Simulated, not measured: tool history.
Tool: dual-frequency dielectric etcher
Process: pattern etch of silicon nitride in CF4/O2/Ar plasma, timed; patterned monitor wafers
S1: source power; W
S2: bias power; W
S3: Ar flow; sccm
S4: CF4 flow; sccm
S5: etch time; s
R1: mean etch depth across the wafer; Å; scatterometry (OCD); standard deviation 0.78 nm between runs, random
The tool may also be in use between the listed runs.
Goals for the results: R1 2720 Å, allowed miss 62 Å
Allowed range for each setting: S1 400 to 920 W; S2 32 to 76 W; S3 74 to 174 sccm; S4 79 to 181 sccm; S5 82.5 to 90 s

run  hour   S1  S2   S3   S4  S5      R1
  1     0  660  54  124  130  90  2177.6
  2   2.4  660  46  124  130  90  2079.3
  3   8.8  690  46  124  130  90  2194.4
  4    10  690  46  124  109  90  2128.6
  5  18.7  720  46  124  109  90  2228.6
  6    21  720  42  124  109  90  2176.2
  7  24.3  720  42  124  109  90  2170.4
  8  30.3  750  42  124  109  90  2270.8
  9  32.1  750  42  124  109  90  2277.3

Of the 5 settings listed for the next run, only one would bring every result within its allowed miss of target. Which one?
  A  33.9  810  45  124  112    90   ?
  B  33.9  670  45  118  107  82.5   ?
  C  33.9  890  46  128   96    90   ?
  D  33.9  720  40  110   97  83.5   ?
  E  33.9  710  43  123  111    87   ?

move      R1
   A  2520.6
   B  1896.9
   C  2704.9
   D  1995.9
   E  2102.1
A: closer than the last run, but not yet in spec
B: misses by more than the last run did
C: each result inside its tolerance
D: misses by more than the last run did
E: misses by more than the last run did
Correct choice: C, which meets every target
